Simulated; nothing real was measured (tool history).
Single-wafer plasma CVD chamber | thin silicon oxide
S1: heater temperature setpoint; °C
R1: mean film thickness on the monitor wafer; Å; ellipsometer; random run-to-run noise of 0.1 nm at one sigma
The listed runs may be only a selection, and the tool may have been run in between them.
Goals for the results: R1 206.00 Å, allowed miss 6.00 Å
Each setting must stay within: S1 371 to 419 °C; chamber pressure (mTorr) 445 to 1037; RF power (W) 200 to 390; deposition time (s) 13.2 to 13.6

Run 1, day 0.000: S1 395 °C, chamber pressure (mTorr) 741, RF power (W) 295, deposition time (s) 13.2. Result: R1 234.80 Å.
Run 2, day 0.288: S1 395 °C, chamber pressure (mTorr) 721, RF power (W) 295, deposition time (s) 13.2. Result: R1 232.85 Å.
Run 3, day 0.600: S1 406 °C, chamber pressure (mTorr) 721, RF power (W) 295, deposition time (s) 13.2. Result: R1 232.21 Å.
Run 4, day 0.817: S1 406 °C, chamber pressure (mTorr) 702, RF power (W) 295, deposition time (s) 13.2. Result: R1 228.45 Å.
Run 5, day 0.971: S1 406 °C, chamber pressure (mTorr) 684, RF power (W) 295, deposition time (s) 13.2. Result: R1 223.00 Å.
Run 6, day 1.104: S1 406 °C, chamber pressure (mTorr) 670, RF power (W) 295, deposition time (s) 13.2. Result: R1 218.78 Å.
Run 7, day 1.250: S1 406 °C, chamber pressure (mTorr) 660, RF power (W) 295, deposition time (s) 13.2. Result: R1 217.36 Å.
Run 8, day 1.600: S1 406 °C, chamber pressure (mTorr) 650, RF power (W) 295, deposition time (s) 13.2. Result: R1 213.60 Å.
Run 9, day 1.712: S1 406 °C, chamber pressure (mTorr) 644, RF power (W) 295, deposition time (s) 13.2. Result: R1 213.28 Å.
Run 10, day 1.933: S1 406 °C, chamber pressure (mTorr) 644, RF power (W) 295, deposition time (s) 13.2. Result: R1 211.91 Å.

Consider the 5 candidate settings below. Which is the only one whose results all fall within their allowed miss of target?
Run A, day 2.154: S1 408 °C, chamber pressure (mTorr) 731, RF power (W) 265, deposition time (s) 13.4. Result: R1 ?.
Run B, day 2.154: S1 402 °C, chamber pressure (mTorr) 628, RF power (W) 280, deposition time (s) 13.5. Result: R1 ?.
Run C, day 2.154: S1 419 °C, chamber pressure (mTorr) 683, RF power (W) 295, deposition time (s) 13.6. Result: R1 ?.
Run D, day 2.154: S1 408 °C, chamber pressure (mTorr) 642, RF power (W) 320, deposition time (s) 13.2. Result: R1 ?.
Run E, day 2.154: S1 409 °C, chamber pressure (mTorr) 704, RF power (W) 285, deposition time (s) 13.6. Result: R1 ?.

move      R1
   A  221.82
   B  207.64
   C  225.66
   D  220.06
   E  228.07
A: its largest miss is bigger than the last run's
B: all results in spec
C: its largest miss is bigger than the last run's
D: its largest miss is bigger than the last run's
E: its largest miss is bigger than the last run's
B meets every target.

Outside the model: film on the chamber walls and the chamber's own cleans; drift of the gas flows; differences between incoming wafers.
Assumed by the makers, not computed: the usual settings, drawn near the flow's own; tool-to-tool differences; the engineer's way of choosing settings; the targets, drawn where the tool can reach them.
